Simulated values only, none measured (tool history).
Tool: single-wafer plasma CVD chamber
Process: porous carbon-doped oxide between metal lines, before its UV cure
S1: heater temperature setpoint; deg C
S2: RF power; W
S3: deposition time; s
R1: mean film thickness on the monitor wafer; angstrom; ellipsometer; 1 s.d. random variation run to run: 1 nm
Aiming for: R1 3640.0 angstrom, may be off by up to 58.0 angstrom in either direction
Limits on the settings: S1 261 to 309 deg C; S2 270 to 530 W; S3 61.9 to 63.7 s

run 1 hour=0.0 | S1=285 S2=400 S3=61.9 | R1=3298.2
run 2 hour=7.7 | S1=282 S2=400 S3=61.9 | R1=3345.9
run 3 hour=15.7 | S1=279 S2=400 S3=61.9 | R1=3404.6
run 4 hour=23.7 | S1=277 S2=400 S3=61.9 | R1=3441.0
run 5 hour=28.1 | S1=277 S2=375 S3=61.9 | R1=3296.2
run 6 hour=34.0 | S1=274 S2=375 S3=61.9 | R1=3362.9
run 7 hour=38.7 | S1=272 S2=375 S3=61.9 | R1=3413.7
run 8 hour=40.3 | S1=270 S2=375 S3=61.9 | R1=3445.2
run 9 hour=41.4 | S1=268 S2=375 S3=61.9 | R1=3475.8

Of the 5 settings listed for the next run, only one would bring every result within its allowed miss of target. Which one?
run A hour=42.5 | S1=273 S2=355 S3=63.1 | R1=?
run B hour=42.5 | S1=268 S2=380 S3=62.2 | R1=?
run C hour=42.5 | S1=268 S2=370 S3=62.6 | R1=?
run D hour=42.5 | S1=277 S2=355 S3=63.7 | R1=?
run E hour=42.5 | S1=269 S2=400 S3=62.8 | R1=?

move=A R1=3340.9
move=B R1=3534.4
move=C R1=3499.0
move=D R1=3296.3
move=E R1=3657.9
A: its largest miss is bigger than the last run's
B: an improvement on the last run, though not all results are within tolerance
C: an improvement on the last run, though not all results are within tolerance
D: its largest miss is bigger than the last run's
E: all results in spec
Answer: E
